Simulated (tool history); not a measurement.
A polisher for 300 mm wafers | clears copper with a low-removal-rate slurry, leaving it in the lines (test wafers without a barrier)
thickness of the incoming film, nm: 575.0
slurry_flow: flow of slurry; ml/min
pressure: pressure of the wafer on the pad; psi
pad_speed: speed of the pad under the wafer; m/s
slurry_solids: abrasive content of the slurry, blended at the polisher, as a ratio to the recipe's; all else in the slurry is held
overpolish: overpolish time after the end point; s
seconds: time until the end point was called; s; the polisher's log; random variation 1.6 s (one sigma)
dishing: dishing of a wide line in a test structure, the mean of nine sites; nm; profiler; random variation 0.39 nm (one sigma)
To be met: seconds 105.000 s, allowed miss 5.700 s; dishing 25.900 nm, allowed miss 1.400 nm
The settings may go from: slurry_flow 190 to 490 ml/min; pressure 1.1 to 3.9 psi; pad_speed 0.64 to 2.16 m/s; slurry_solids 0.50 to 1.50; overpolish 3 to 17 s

| run | hour | slurry_flow | pressure | pad_speed | slurry_solids | overpolish | seconds | dishing |
|---|---|---|---|---|---|---|---|---|
| 1 | 0.0 | 315 | 2.5 | 1.40 | 1.00 | 9 | 182.080 | 19.787 |
| 2 | 6.2 | 315 | 2.8 | 1.40 | 1.00 | 9 | 165.460 | 21.747 |
| 3 | 13.5 | 315 | 3.1 | 1.44 | 1.00 | 8 | 145.680 | 21.786 |
| 4 | 22.5 | 315 | 3.1 | 1.44 | 1.00 | 6 | 140.930 | 16.930 |
| 5 | 23.5 | 315 | 3.3 | 1.46 | 1.00 | 6 | 133.460 | 17.747 |
| 6 | 25.7 | 240 | 3.3 | 1.46 | 1.00 | 6 | 138.580 | 17.433 |
| 7 | 27.6 | 250 | 3.5 | 1.48 | 1.00 | 6 | 127.830 | 19.068 |
| 8 | 34.5 | 255 | 3.6 | 1.50 | 1.00 | 6 | 122.930 | 19.320 |
| 9 | 43.2 | 260 | 3.7 | 1.54 | 1.00 | 6 | 116.000 | 20.423 |
| 10 | 49.7 | 265 | 3.8 | 1.56 | 1.00 | 6 | 112.050 | 21.318 |
| 11 | 52.1 | 265 | 3.8 | 1.58 | 1.00 | 6 | 107.300 | 21.826 |

5 next moves are on the table. One of them brings every result within its allowed miss. Which?
| A | 54.5 | 315 | 3.9 | 1.82 | 1.10 | 6 | ? | ? |
| B | 54.5 | 265 | 3.7 | 1.60 | 1.00 | 5 | ? | ? |
| C | 54.5 | 265 | 3.9 | 1.86 | 1.05 | 6 | ? | ? |
| D | 54.5 | 340 | 3.8 | 1.72 | 0.80 | 7 | ? | ? |
| E | 54.5 | 320 | 3.4 | 1.80 | 0.90 | 5 | ? | ? |

| move | seconds | dishing |
|---|---|---|
| A | 93.120 | 26.273 |
| B | 114.930 | 18.177 |
| C | 93.296 | 26.227 |
| D | 107.900 | 26.418 |
| E | 112.560 | 18.503 |
A: brings the result that was furthest off to its target, and leaves another outside
B: further off than the last run
C: brings the result that was furthest off to its target, and leaves another outside
D: meets every target
E: further off than the last run
Move D is the one to make.
